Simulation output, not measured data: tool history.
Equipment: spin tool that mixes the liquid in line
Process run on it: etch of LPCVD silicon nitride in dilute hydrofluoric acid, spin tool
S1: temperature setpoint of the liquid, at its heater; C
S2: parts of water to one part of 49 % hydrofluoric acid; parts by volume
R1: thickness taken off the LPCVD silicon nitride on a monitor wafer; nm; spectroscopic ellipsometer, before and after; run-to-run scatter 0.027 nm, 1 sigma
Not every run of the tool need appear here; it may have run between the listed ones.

Run 1, hour 0: S1 25 C, S2 60 parts by volume, time under the liquid (s) 265. Result: R1 2.4169 nm.
Run 2, hour 2.1: S1 24 C, S2 60 parts by volume, time under the liquid (s) 265. Result: R1 2.2648 nm.
Run 3, hour 4.2: S1 23.5 C, S2 60 parts by volume, time under the liquid (s) 265. Result: R1 2.2132 nm.
Run 4, hour 12.1: S1 23.5 C, S2 80 parts by volume, time under the liquid (s) 265. Result: R1 1.6862 nm.
Run 5, hour 19.2: S1 22 C, S2 80 parts by volume, time under the liquid (s) 265. Result: R1 1.5396 nm.
Run 6, hour 24.9: S1 22 C, S2 80 parts by volume, time under the liquid (s) 285. Result: R1 1.6442 nm.

Run 7 has not been measured yet. What should we expect?
Run 7, hour 33.1: S1 22.5 C, S2 80 parts by volume, time under the liquid (s) 285. Result: R1 ?.

{"run 7": {"R1": 1.7045}}
